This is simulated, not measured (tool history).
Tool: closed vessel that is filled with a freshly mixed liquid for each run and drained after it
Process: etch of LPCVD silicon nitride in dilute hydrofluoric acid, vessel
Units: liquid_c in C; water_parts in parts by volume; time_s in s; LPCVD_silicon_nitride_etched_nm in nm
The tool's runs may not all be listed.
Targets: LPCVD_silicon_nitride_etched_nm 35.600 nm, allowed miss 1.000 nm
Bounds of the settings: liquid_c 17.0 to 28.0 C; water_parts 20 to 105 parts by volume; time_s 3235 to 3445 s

run	day	liquid_c	water_parts	time_s	LPCVD_silicon_nitride_etched_nm
1	0.000	20.0	55	3235	23.793
2	0.158	20.0	40	3235	32.185
3	0.442	20.5	40	3235	33.795
4	0.479	20.5	30	3235	43.977
5	0.600	20.5	30	3235	44.384
6	0.938	20.5	30	3235	44.505
7	0.967	20.0	30	3235	42.630
8	1.312	19.5	30	3235	40.990
9	1.592	19.0	30	3235	39.939
10	1.804	18.5	30	3235	38.435
11	2.029	18.0	30	3235	37.088

4 next moves are on the table. One of them brings every result within its allowed miss. Which?
A	2.254	18.0	30	3435	?
B	2.254	17.0	30	3290	?
C	2.254	18.5	30	3260	?
D	2.254	17.5	30	3445	?

move	LPCVD_silicon_nitride_etched_nm
A	39.314
B	35.060
C	38.659
D	38.048
A: further off than the last run
B: meets every target
C: further off than the last run
D: further off than the last run
Answer: B

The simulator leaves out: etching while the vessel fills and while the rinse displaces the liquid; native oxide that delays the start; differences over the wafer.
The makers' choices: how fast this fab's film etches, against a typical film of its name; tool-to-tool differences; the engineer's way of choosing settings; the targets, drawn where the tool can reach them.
